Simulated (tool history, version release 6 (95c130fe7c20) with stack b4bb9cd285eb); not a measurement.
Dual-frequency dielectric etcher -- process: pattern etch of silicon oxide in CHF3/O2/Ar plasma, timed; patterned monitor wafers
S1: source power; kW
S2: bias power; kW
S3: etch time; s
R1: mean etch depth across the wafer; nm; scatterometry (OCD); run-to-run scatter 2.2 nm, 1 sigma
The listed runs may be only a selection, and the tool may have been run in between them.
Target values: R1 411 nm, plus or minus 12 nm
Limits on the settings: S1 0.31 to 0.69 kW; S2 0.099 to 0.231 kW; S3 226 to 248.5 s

Run 1, hour 0: S1 0.5 kW, S2 0.165 kW, S3 248.5 s. Result: R1 487.76 nm.
Run 2, hour 1.8: S1 0.48 kW, S2 0.161 kW, S3 247 s. Result: R1 477.03 nm.
Run 3, hour 2.9: S1 0.47 kW, S2 0.157 kW, S3 245.5 s. Result: R1 468.73 nm.
Run 4, hour 4: S1 0.43 kW, S2 0.157 kW, S3 245.5 s. Result: R1 451.83 nm.
Run 5, hour 9.5: S1 0.43 kW, S2 0.157 kW, S3 248.5 s. Result: R1 458.23 nm.
Run 6, hour 13.6: S1 0.42 kW, S2 0.154 kW, S3 247.5 s. Result: R1 441.6 nm.
Run 7, hour 14.9: S1 0.41 kW, S2 0.153 kW, S3 247.5 s. Result: R1 442.57 nm.
Run 8, hour 15.5: S1 0.4 kW, S2 0.152 kW, S3 247 s. Result: R1 433.73 nm.
Run 9, hour 16.2: S1 0.39 kW, S2 0.151 kW, S3 247 s. Result: R1 435.7 nm.
Run 10, hour 21.6: S1 0.38 kW, S2 0.15 kW, S3 246.5 s. Result: R1 429.26 nm.
Run 11, hour 23.2: S1 0.38 kW, S2 0.149 kW, S3 246.5 s. Result: R1 423.5 nm.

Consider the 4 candidate settings below. Which is the only one whose results all fall within their allowed miss of target?
Run A, hour 24.8: S1 0.43 kW, S2 0.146 kW, S3 248.5 s. Result: R1 ?.
Run B, hour 24.8: S1 0.32 kW, S2 0.149 kW, S3 240.5 s. Result: R1 ?.
Run C, hour 24.8: S1 0.33 kW, S2 0.172 kW, S3 240 s. Result: R1 ?.
Run D, hour 24.8: S1 0.39 kW, S2 0.142 kW, S3 226 s. Result: R1 ?.

move      R1
   A  445.14
   B  390.72
   C  417.81
   D  386.49
A: moves away from the targets compared with the last run
B: the result that was furthest off in the last run now lies on the other side of its target
C: in spec on every target
D: the result that was furthest off in the last run now lies on the other side of its target
C is the move that brings every result within its allowed miss.
